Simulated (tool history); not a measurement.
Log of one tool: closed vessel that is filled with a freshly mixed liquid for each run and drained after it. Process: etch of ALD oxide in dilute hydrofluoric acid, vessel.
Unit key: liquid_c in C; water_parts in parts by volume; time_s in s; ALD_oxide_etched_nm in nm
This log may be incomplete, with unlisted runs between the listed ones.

run  hour  liquid_c  water_parts  time_s  ALD_oxide_etched_nm
  1   0.0      21.0           75      30               9.0618
  2   2.9      21.0           90      30               7.4804
  3   4.7      21.0           90      30               7.4689
  4   8.0      21.0          115      30               5.7188
  5   9.4      21.0           95      30               7.0726
  6  12.4      18.5           95      30               6.3861
  7  14.8      22.5           95      30               7.5010
  8  21.0      23.5           95      30               7.8383
  9  27.3      24.5           95      30               8.1225

Run 10 is up next; what results do you expect?
 10  33.2      28.5           95      30                    ?

Run 10 yielded ALD_oxide_etched_nm 9.4511 nm.
